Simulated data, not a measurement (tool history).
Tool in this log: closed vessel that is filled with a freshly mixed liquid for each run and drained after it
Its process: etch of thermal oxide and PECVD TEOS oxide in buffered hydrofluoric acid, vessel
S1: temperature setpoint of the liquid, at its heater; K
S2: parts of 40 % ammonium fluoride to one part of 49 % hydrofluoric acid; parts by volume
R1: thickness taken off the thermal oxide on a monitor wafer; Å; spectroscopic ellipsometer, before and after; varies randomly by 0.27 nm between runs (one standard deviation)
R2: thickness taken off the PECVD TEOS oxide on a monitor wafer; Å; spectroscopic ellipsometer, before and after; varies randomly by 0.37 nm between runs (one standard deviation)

run 1 hour=0 | S1=297.15 S2=18 time_in_the_liquid_(s)=60 | R1=416.36 R2=774.23
run 2 hour=9 | S1=295.15 S2=18 time_in_the_liquid_(s)=60 | R1=376 R2=698.17
run 3 hour=14 | S1=292.15 S2=18 time_in_the_liquid_(s)=60 | R1=315.95 R2=585.52
run 4 hour=21.3 | S1=293.65 S2=18 time_in_the_liquid_(s)=60 | R1=342.13 R2=639.37
run 5 hour=30.3 | S1=293.65 S2=20 time_in_the_liquid_(s)=60 | R1=308.66 R2=576.92
run 6 hour=32.5 | S1=293.65 S2=23.5 time_in_the_liquid_(s)=60 | R1=276.45 R2=517.26
run 7 hour=41.8 | S1=295.15 S2=23 time_in_the_liquid_(s)=60 | R1=304.73 R2=569.92
run 8 hour=50.7 | S1=296.15 S2=22.5 time_in_the_liquid_(s)=60 | R1=326.22 R2=608.38
run 9 hour=56.1 | S1=300.15 S2=17 time_in_the_liquid_(s)=60 | R1=515.47 R2=960.45
-- hour=61.1 thermometer replaced
run 10 hour=61.1 | S1=304.15 S2=17 time_in_the_liquid_(s)=60 | R1=585.27 R2=1093
run 11 hour=65.4 | S1=304.65 S2=16.5 time_in_the_liquid_(s)=60 | R1=619.84 R2=1150.4

For run 12, what comes out?
run 12 hour=72.4 | S1=305.15 S2=16.5 time_in_the_liquid_(s)=60 | R1=? R2=?

R1: 637.9 Å
R2: 1183.2 Å
